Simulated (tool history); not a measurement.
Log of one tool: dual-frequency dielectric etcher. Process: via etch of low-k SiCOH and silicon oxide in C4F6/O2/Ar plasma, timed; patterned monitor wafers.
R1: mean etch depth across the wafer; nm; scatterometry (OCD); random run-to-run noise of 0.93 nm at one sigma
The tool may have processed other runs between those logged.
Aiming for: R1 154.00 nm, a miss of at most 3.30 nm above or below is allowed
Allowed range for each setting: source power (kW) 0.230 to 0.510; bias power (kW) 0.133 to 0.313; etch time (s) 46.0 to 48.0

{"run": 1, "day": 0.0, "source power (kW)": 0.37, "bias power (kW)": 0.223, "etch time (s)": 46.0, "R1": 133.52}
{"run": 2, "day": 0.292, "source power (kW)": 0.37, "bias power (kW)": 0.193, "etch time (s)": 46.0, "R1": 124.41}
{"run": 3, "day": 0.45, "source power (kW)": 0.4, "bias power (kW)": 0.193, "etch time (s)": 46.0, "R1": 128.46}
{"run": 4, "day": 0.683, "source power (kW)": 0.42, "bias power (kW)": 0.203, "etch time (s)": 46.0, "R1": 132.5}
{"run": 5, "day": 1.008, "source power (kW)": 0.43, "bias power (kW)": 0.214, "etch time (s)": 46.0, "R1": 139.86}
{"run": 6, "day": 1.362, "source power (kW)": 0.45, "bias power (kW)": 0.216, "etch time (s)": 46.0, "R1": 141.01}
{"run": 7, "day": 1.558, "source power (kW)": 0.46, "bias power (kW)": 0.221, "etch time (s)": 46.0, "R1": 143.65}
{"run": 8, "day": 1.854, "source power (kW)": 0.47, "bias power (kW)": 0.225, "etch time (s)": 46.0, "R1": 147.35}
{"run": 9, "day": 1.954, "source power (kW)": 0.48, "bias power (kW)": 0.226, "etch time (s)": 46.0, "R1": 146.17}
{"run": 10, "day": 2.146, "source power (kW)": 0.48, "bias power (kW)": 0.23, "etch time (s)": 46.0, "R1": 150.59}

4 next moves are on the table. One of them brings every result within its allowed miss. Which?
{"run": "A", "day": 2.338, "source power (kW)": 0.51, "bias power (kW)": 0.27, "etch time (s)": 46.0, "R1": "?"}
{"run": "B", "day": 2.338, "source power (kW)": 0.47, "bias power (kW)": 0.243, "etch time (s)": 46.5, "R1": "?"}
{"run": "C", "day": 2.338, "source power (kW)": 0.46, "bias power (kW)": 0.26, "etch time (s)": 47.0, "R1": "?"}
{"run": "D", "day": 2.338, "source power (kW)": 0.49, "bias power (kW)": 0.242, "etch time (s)": 48.0, "R1": "?"}

move=A R1=165.03
move=B R1=154.34
move=C R1=159.51
move=D R1=161.55
A: moves the result that the last run missed by most past its target, out the other side
B: each result inside its tolerance
C: moves the result that the last run missed by most past its target, out the other side
D: moves the result that the last run missed by most past its target, out the other side
Correct choice: B, which meets every target

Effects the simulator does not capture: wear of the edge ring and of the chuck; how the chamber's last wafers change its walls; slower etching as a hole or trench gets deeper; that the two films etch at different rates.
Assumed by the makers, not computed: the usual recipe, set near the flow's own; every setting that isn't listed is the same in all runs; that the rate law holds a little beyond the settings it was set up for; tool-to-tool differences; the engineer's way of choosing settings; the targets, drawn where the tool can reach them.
